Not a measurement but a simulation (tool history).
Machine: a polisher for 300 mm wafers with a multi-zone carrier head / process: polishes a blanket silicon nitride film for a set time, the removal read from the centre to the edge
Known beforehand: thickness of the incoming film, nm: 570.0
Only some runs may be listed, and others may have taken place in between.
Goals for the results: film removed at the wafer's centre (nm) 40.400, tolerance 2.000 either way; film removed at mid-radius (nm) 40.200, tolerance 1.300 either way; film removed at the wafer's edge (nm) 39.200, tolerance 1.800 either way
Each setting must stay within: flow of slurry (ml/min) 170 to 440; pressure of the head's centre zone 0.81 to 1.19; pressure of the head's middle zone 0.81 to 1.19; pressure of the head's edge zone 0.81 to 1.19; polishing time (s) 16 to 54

run	hour	flow of slurry (ml/min)	pressure of the head's centre zone	pressure of the head's middle zone	pressure of the head's edge zone	polishing time (s)	film removed at the wafer's centre (nm)	film removed at mid-radius (nm)	film removed at the wafer's edge (nm)
1	0.0	280	1.00	1.00	1.00	35	63.642	65.316	64.763
2	0.7	280	1.00	0.98	0.96	30	55.201	54.164	54.535
3	7.8	280	1.00	0.95	0.96	30	53.993	52.522	53.493
4	14.9	280	0.92	0.95	0.96	30	51.092	53.224	52.815
5	20.7	280	0.90	0.92	0.91	28	47.814	48.432	49.240
6	27.7	285	0.90	0.93	0.88	26	42.539	46.009	44.769
7	30.0	285	0.93	0.92	0.86	25	42.370	43.931	42.133
8	31.4	280	0.93	0.90	0.85	25	42.936	42.928	42.530
9	40.1	280	0.93	0.90	0.85	25	42.767	42.635	42.536

4 next moves are on the table. One of them brings every result within its allowed miss. Which?
A	48.8	430	0.95	1.06	0.83	23	?	?	?
B	48.8	275	0.88	0.97	0.83	26	?	?	?
C	48.8	175	0.98	0.95	0.85	24	?	?	?
D	48.8	315	0.95	0.93	0.81	26	?	?	?

move	film removed at the wafer's centre (nm)	film removed at mid-radius (nm)	film removed at the wafer's edge (nm)
A	40.365	46.172	40.354
B	40.385	46.524	44.278
C	38.540	39.425	39.291
D	44.311	45.548	44.316
A: the biggest miss grows against the last run
B: the biggest miss grows against the last run
C: every result lands within tolerance
D: the biggest miss grows against the last run
So the answer is move C, the one that meets all the targets.

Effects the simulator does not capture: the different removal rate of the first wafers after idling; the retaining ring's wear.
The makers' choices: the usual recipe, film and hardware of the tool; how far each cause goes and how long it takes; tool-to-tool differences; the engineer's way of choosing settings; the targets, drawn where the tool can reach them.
